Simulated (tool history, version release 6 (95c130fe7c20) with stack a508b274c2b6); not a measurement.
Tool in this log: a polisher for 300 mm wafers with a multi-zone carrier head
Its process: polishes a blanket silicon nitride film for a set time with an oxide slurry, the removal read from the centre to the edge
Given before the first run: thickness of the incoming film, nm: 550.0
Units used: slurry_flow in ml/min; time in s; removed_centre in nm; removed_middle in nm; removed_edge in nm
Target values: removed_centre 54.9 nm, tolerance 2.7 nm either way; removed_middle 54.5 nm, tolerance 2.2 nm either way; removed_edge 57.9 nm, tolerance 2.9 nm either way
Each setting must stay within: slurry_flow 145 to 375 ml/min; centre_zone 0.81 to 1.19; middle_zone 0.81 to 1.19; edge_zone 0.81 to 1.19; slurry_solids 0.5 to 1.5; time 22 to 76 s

{"run": 1, "hour": 0.0, "slurry_flow": 240, "centre_zone": 1, "middle_zone": 1, "edge_zone": 1, "slurry_solids": 1, "time": 49, "removed_centre": 40.416, "removed_middle": 40.157, "removed_edge": 42.15}
{"run": 2, "hour": 1.4, "slurry_flow": 240, "centre_zone": 1, "middle_zone": 1, "edge_zone": 1, "slurry_solids": 1.1, "time": 49, "removed_centre": 42.336, "removed_middle": 42.546, "removed_edge": 44.102}
{"run": 3, "hour": 7.9, "slurry_flow": 240, "centre_zone": 1.01, "middle_zone": 1, "edge_zone": 1.04, "slurry_solids": 1.25, "time": 50, "removed_centre": 46.022, "removed_middle": 45.921, "removed_edge": 47.275}
{"run": 4, "hour": 16.0, "slurry_flow": 240, "centre_zone": 1.01, "middle_zone": 1, "edge_zone": 1.04, "slurry_solids": 1.25, "time": 44, "removed_centre": 40.775, "removed_middle": 40.451, "removed_edge": 40.968}
{"run": 5, "hour": 24.4, "slurry_flow": 265, "centre_zone": 1.01, "middle_zone": 1, "edge_zone": 1.04, "slurry_solids": 1.25, "time": 44, "removed_centre": 41, "removed_middle": 40.488, "removed_edge": 41.602}
{"hour": 28.3, "done": "slurry nozzle cleaned"}
{"run": 6, "hour": 28.3, "slurry_flow": 265, "centre_zone": 1.01, "middle_zone": 1, "edge_zone": 1.04, "slurry_solids": 1.1, "time": 44, "removed_centre": 39.974, "removed_middle": 39.56, "removed_edge": 40.551}
{"run": 7, "hour": 29.8, "slurry_flow": 270, "centre_zone": 1, "middle_zone": 0.99, "edge_zone": 1.07, "slurry_solids": 1.25, "time": 47, "removed_centre": 44.095, "removed_middle": 43.504, "removed_edge": 46.538}
{"run": 8, "hour": 35.9, "slurry_flow": 285, "centre_zone": 1.01, "middle_zone": 1.01, "edge_zone": 1.1, "slurry_solids": 1.35, "time": 48, "removed_centre": 46.863, "removed_middle": 46.727, "removed_edge": 50.709}

Below are 4 possible settings for the next run. Only one of them brings all results inside the allowed miss of their targets. Which is it?
{"run": "A", "hour": 42.0, "slurry_flow": 255, "centre_zone": 1.19, "middle_zone": 1.05, "edge_zone": 0.96, "slurry_solids": 1.4, "time": 54, "removed_centre": "?", "removed_middle": "?", "removed_edge": "?"}
{"run": "B", "hour": 42.0, "slurry_flow": 325, "centre_zone": 1.03, "middle_zone": 1.07, "edge_zone": 1.18, "slurry_solids": 1.15, "time": 57, "removed_centre": "?", "removed_middle": "?", "removed_edge": "?"}
{"run": "C", "hour": 42.0, "slurry_flow": 235, "centre_zone": 1.12, "middle_zone": 1.08, "edge_zone": 0.96, "slurry_solids": 1.45, "time": 49, "removed_centre": "?", "removed_middle": "?", "removed_edge": "?"}
{"run": "D", "hour": 42.0, "slurry_flow": 355, "centre_zone": 0.98, "middle_zone": 0.82, "edge_zone": 1.1, "slurry_solids": 1.35, "time": 52, "removed_centre": "?", "removed_middle": "?", "removed_edge": "?"}

move=A removed_centre=60.694 removed_middle=53.906 removed_edge=53.525
move=B removed_centre=53.47 removed_middle=55.005 removed_edge=59.241
move=C removed_centre=52.297 removed_middle=50.36 removed_edge=48.868
move=D removed_centre=49.644 removed_middle=42.85 removed_edge=55.671
A: brings the last run's worst result on target, with another outside its allowed miss
B: hits every target within its allowed miss
C: nearer the targets than the last run, but a result is still out of spec
D: the biggest miss grows against the last run
B meets every target.
